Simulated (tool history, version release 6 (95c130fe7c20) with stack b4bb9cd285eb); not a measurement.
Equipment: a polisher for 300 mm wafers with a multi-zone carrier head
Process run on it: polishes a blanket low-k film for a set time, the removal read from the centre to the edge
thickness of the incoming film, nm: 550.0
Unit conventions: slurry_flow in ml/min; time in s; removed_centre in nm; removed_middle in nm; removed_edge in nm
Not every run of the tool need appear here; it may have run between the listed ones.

{"run": 1, "day": 0.0, "slurry_flow": 145, "centre_zone": 1.0, "middle_zone": 1.0, "edge_zone": 1.0, "slurry_solids": 1.0, "time": 46, "removed_centre": 27.944, "removed_middle": 27.941, "removed_edge": 27.514}
{"run": 2, "day": 0.079, "slurry_flow": 145, "centre_zone": 1.01, "middle_zone": 1.0, "edge_zone": 0.98, "slurry_solids": 0.95, "time": 46, "removed_centre": 27.75, "removed_middle": 26.769, "removed_edge": 26.336}
{"run": 3, "day": 0.375, "slurry_flow": 145, "centre_zone": 0.98, "middle_zone": 1.0, "edge_zone": 0.98, "slurry_solids": 0.95, "time": 46, "removed_centre": 26.718, "removed_middle": 26.92, "removed_edge": 25.758}
{"run": 4, "day": 0.554, "slurry_flow": 145, "centre_zone": 0.98, "middle_zone": 1.0, "edge_zone": 0.98, "slurry_solids": 0.8, "time": 46, "removed_centre": 24.611, "removed_middle": 24.525, "removed_edge": 23.427}
{"run": 5, "day": 0.821, "slurry_flow": 145, "centre_zone": 0.99, "middle_zone": 1.0, "edge_zone": 0.96, "slurry_solids": 0.8, "time": 46, "removed_centre": 24.856, "removed_middle": 24.645, "removed_edge": 24.055}
{"run": 6, "day": 1.138, "slurry_flow": 145, "centre_zone": 1.02, "middle_zone": 1.0, "edge_zone": 0.96, "slurry_solids": 0.8, "time": 46, "removed_centre": 25.313, "removed_middle": 24.403, "removed_edge": 23.836}
{"run": 7, "day": 1.254, "slurry_flow": 150, "centre_zone": 1.04, "middle_zone": 1.01, "edge_zone": 0.94, "slurry_solids": 0.75, "time": 46, "removed_centre": 25.224, "removed_middle": 24.118, "removed_edge": 22.74}
{"run": 8, "day": 1.442, "slurry_flow": 150, "centre_zone": 1.05, "middle_zone": 1.01, "edge_zone": 0.93, "slurry_solids": 0.75, "time": 46, "removed_centre": 25.006, "removed_middle": 23.781, "removed_edge": 22.966}
{"run": 9, "day": 1.554, "slurry_flow": 155, "centre_zone": 1.07, "middle_zone": 1.02, "edge_zone": 0.92, "slurry_solids": 0.75, "time": 46, "removed_centre": 25.945, "removed_middle": 24.485, "removed_edge": 23.01}

For run 10, what comes out?
{"run": 10, "day": 1.762, "slurry_flow": 155, "centre_zone": 1.08, "middle_zone": 1.02, "edge_zone": 0.91, "slurry_solids": 0.75, "time": 46, "removed_centre": "?", "removed_middle": "?", "removed_edge": "?"}

{"run 10": {"removed_centre": 25.585, "removed_middle": 24.407, "removed_edge": 22.342}}

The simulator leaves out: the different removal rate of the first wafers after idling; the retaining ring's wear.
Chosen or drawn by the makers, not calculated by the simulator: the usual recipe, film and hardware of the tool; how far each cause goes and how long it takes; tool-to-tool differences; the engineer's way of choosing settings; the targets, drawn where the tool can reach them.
